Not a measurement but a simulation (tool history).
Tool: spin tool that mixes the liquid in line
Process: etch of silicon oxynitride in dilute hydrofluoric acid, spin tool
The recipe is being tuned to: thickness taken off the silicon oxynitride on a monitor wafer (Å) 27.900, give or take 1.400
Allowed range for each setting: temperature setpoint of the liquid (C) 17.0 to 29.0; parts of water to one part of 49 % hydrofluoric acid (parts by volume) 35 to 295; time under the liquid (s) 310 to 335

run  hour  temperature setpoint of the liquid (C)  parts of water to one part of 49 % hydrofluoric acid (parts by volume)  time under the liquid (s)  thickness taken off the silicon oxynitride on a monitor wafer (Å)
  1   0.0                                    21.0                                                                     165                        310                                                             40.510
  2   0.7                                    20.0                                                                     175                        310                                                             34.859
  3   8.1                                    20.0                                                                     175                        335                                                             38.960
  4   8.6                                    19.0                                                                     180                        335                                                             35.584
  5  10.2                                    18.5                                                                     185                        335                                                             34.587
  6  11.7                                    21.5                                                                     185                        335                                                             39.804
  7  12.9                                    20.5                                                                     190                        335                                                             36.714
  8  21.5                                    19.5                                                                     195                        335                                                             33.164
  9  24.9                                    19.0                                                                     195                        335                                                             31.749
 10  33.8                                    18.5                                                                     195                        335                                                             31.911

Which single option among these 4 for the next run brings every result within its allowed miss of target? Just one does.
  A  42.7                                    19.0                                                                     175                        335                                                                  ?
  B  42.7                                    17.5                                                                     160                        335                                                                  ?
  C  42.7                                    18.0                                                                     180                        310                                                                  ?
  D  42.7                                    21.0                                                                     225                        310                                                                  ?

move  thickness taken off the silicon oxynitride on a monitor wafer (Å)
   A                                                             37.544
   B                                                             38.576
   C                                                             32.103
   D                                                             28.698
A: misses by more than the last run did
B: misses by more than the last run did
C: no better and no worse than the last run
D: all results land within tolerance of their targets
Move D is the one to make.
